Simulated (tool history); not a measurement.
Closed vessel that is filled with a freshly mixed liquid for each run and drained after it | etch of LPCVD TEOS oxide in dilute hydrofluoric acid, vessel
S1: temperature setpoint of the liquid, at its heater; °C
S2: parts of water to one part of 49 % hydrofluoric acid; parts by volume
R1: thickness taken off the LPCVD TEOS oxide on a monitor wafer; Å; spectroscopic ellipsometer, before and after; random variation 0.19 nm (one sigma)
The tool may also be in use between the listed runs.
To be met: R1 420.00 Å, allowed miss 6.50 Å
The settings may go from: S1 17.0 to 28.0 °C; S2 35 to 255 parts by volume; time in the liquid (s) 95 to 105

run 1 hour=0.0 | S1=20.0 S2=145 time_in_the_liquid_(s)=95 | R1=316.66
run 2 hour=8.7 | S1=21.5 S2=145 time_in_the_liquid_(s)=95 | R1=339.39
run 3 hour=16.2 | S1=22.5 S2=145 time_in_the_liquid_(s)=95 | R1=350.73
run 4 hour=19.5 | S1=22.5 S2=185 time_in_the_liquid_(s)=95 | R1=264.19
run 5 hour=26.3 | S1=22.5 S2=160 time_in_the_liquid_(s)=95 | R1=314.12
run 6 hour=28.3 | S1=22.5 S2=160 time_in_the_liquid_(s)=105 | R1=346.54
run 7 hour=34.8 | S1=23.5 S2=160 time_in_the_liquid_(s)=105 | R1=361.51
run 8 hour=42.4 | S1=24.5 S2=160 time_in_the_liquid_(s)=105 | R1=374.36

5 next moves are on the table. One of them brings every result within its allowed miss. Which?
run A hour=50.0 | S1=23.5 S2=145 time_in_the_liquid_(s)=95 | R1=?
run B hour=50.0 | S1=27.5 S2=170 time_in_the_liquid_(s)=95 | R1=?
run C hour=50.0 | S1=22.5 S2=135 time_in_the_liquid_(s)=105 | R1=?
run D hour=50.0 | S1=22.5 S2=140 time_in_the_liquid_(s)=105 | R1=?
run E hour=50.0 | S1=24.0 S2=170 time_in_the_liquid_(s)=95 | R1=?

move=A R1=364.72
move=B R1=350.92
move=C R1=421.20
move=D R1=403.88
move=E R1=308.27
A: further off than the last run
B: further off than the last run
C: meets every target
D: nearer than the last run, and not there yet
E: further off than the last run
The right move is C.
